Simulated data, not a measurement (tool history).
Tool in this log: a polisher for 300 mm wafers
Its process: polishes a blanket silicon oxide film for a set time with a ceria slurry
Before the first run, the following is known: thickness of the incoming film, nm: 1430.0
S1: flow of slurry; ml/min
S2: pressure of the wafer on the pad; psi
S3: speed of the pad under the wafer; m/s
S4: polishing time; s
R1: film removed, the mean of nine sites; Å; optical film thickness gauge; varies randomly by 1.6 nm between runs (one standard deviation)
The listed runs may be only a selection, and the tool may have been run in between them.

{"run": 1, "hour": 0.0, "S1": 280, "S2": 3.5, "S3": 0.86, "S4": 101, "R1": 3550.9}
{"run": 2, "hour": 7.2, "S1": 340, "S2": 3.5, "S3": 0.86, "S4": 101, "R1": 3589.7}
{"run": 3, "hour": 8.0, "S1": 340, "S2": 3.2, "S3": 0.86, "S4": 101, "R1": 3392.8}
{"run": 4, "hour": 11.7, "S1": 340, "S2": 3.2, "S3": 0.86, "S4": 101, "R1": 3348}
{"hour": 18.2, "done": "head pressure recalibrated"}
{"run": 5, "hour": 18.2, "S1": 340, "S2": 3.2, "S3": 1.04, "S4": 101, "R1": 4226.3}
{"run": 6, "hour": 25.5, "S1": 340, "S2": 3.2, "S3": 1.04, "S4": 101, "R1": 4220.7}
{"run": 7, "hour": 29.2, "S1": 335, "S2": 2.8, "S3": 0.96, "S4": 101, "R1": 3539.1}
{"run": 8, "hour": 32.5, "S1": 335, "S2": 2.5, "S3": 0.88, "S4": 101, "R1": 3064.6}
{"run": 9, "hour": 40.7, "S1": 335, "S2": 2.3, "S3": 0.82, "S4": 101, "R1": 2635.3}
{"run": 10, "hour": 46.7, "S1": 335, "S2": 2.1, "S3": 0.78, "S4": 101, "R1": 2431.6}
{"run": 11, "hour": 53.0, "S1": 335, "S2": 2, "S3": 0.74, "S4": 101, "R1": 2216.6}

Predict the results of run 12:
{"run": 12, "hour": 54.6, "S1": 335, "S2": 1.9, "S3": 0.72, "S4": 101, "R1": "?"}

{"run 12": {"R1": 2084.7}}

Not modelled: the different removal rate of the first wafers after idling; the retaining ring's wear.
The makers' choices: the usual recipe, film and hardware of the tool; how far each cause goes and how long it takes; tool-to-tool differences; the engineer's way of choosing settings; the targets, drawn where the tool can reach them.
